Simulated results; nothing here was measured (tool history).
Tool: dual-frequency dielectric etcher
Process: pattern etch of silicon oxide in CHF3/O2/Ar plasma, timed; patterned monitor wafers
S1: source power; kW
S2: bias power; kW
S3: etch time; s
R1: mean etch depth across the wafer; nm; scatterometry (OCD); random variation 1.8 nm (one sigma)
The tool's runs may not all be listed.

run,hour,S1,S2,S3,R1
1,0,0.58,0.213,360,772.64
2,2.3,0.56,0.207,359,751.9
3,9.4,0.54,0.203,358.5,739.9
4,12.9,0.52,0.198,357.5,724.48
5,13.9,0.5,0.194,356.5,708.1
6,19.6,0.5,0.194,360,715.55
7,20.5,0.49,0.19,359,709.87

Forecast run 8:
8,23.2,0.48,0.185,358,?

R1: 694.18 nm
